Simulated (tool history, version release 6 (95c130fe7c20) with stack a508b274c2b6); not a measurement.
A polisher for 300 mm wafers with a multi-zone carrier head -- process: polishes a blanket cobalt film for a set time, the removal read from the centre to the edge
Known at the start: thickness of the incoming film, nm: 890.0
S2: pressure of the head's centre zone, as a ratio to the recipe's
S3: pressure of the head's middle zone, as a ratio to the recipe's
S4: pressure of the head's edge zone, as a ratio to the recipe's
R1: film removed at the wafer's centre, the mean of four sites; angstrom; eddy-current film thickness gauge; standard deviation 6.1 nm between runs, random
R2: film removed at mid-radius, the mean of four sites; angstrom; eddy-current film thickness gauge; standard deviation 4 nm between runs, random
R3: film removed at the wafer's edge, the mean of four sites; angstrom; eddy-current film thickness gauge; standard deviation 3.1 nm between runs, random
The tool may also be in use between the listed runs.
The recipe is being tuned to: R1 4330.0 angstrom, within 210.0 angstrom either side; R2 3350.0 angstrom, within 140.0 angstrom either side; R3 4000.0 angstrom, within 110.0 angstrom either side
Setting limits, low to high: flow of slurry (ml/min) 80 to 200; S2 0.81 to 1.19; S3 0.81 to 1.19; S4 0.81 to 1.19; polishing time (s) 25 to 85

run 1 hour=0.0 | flow_of_slurry_(ml/min)=130 S2=1.00 S3=1.00 S4=1.00 polishing_time_(s)=55 | R1=3503.9 R2=3274.1 R3=3409.1
run 2 hour=4.7 | flow_of_slurry_(ml/min)=140 S2=1.02 S3=0.98 S4=1.02 polishing_time_(s)=55 | R1=3476.4 R2=3315.5 R3=3482.3
run 3 hour=9.0 | flow_of_slurry_(ml/min)=140 S2=0.99 S3=0.98 S4=1.02 polishing_time_(s)=55 | R1=3420.8 R2=3250.0 R3=3515.3
run 4 hour=10.6 | flow_of_slurry_(ml/min)=140 S2=1.02 S3=0.95 S4=1.03 polishing_time_(s)=56 | R1=3674.8 R2=3309.3 R3=3587.9
run 5 hour=12.1 | flow_of_slurry_(ml/min)=145 S2=1.03 S3=0.93 S4=1.05 polishing_time_(s)=56 | R1=3781.4 R2=3212.5 R3=3615.3
run 6 hour=18.3 | flow_of_slurry_(ml/min)=170 S2=1.03 S3=0.93 S4=1.05 polishing_time_(s)=56 | R1=3887.3 R2=3386.5 R3=3729.2
run 7 hour=26.2 | flow_of_slurry_(ml/min)=175 S2=1.04 S3=0.92 S4=1.06 polishing_time_(s)=56 | R1=3899.9 R2=3386.6 R3=3705.3
run 8 hour=33.9 | flow_of_slurry_(ml/min)=175 S2=1.05 S3=0.91 S4=1.07 polishing_time_(s)=56 | R1=3916.2 R2=3339.2 R3=3745.4

Exactly one of the 5 candidate moves below puts every result within its allowed miss. Which one?
run A hour=41.6 | flow_of_slurry_(ml/min)=185 S2=1.10 S3=0.93 S4=0.94 polishing_time_(s)=56 | R1=? R2=? R3=?
run B hour=41.6 | flow_of_slurry_(ml/min)=175 S2=1.10 S3=0.98 S4=1.00 polishing_time_(s)=52 | R1=? R2=? R3=?
run C hour=41.6 | flow_of_slurry_(ml/min)=150 S2=0.87 S3=0.89 S4=1.19 polishing_time_(s)=59 | R1=? R2=? R3=?
run D hour=41.6 | flow_of_slurry_(ml/min)=130 S2=1.09 S3=0.86 S4=1.04 polishing_time_(s)=63 | R1=? R2=? R3=?
run E hour=41.6 | flow_of_slurry_(ml/min)=170 S2=0.90 S3=0.92 S4=1.15 polishing_time_(s)=58 | R1=? R2=? R3=?

move=A R1=4129.5 R2=3454.4 R3=3517.1
move=B R1=3796.1 R2=3320.1 R3=3338.1
move=C R1=3289.0 R2=3379.3 R3=4052.4
move=D R1=4250.9 R2=3394.1 R3=3950.8
move=E R1=3437.8 R2=3497.5 R3=3980.9
A: lands further from the targets than the last run did
B: lands further from the targets than the last run did
C: brings the last run's worst result on target, with another outside its allowed miss
D: hits every target within its allowed miss
E: brings the last run's worst result on target, with another outside its allowed miss
The move that meets every target is D.
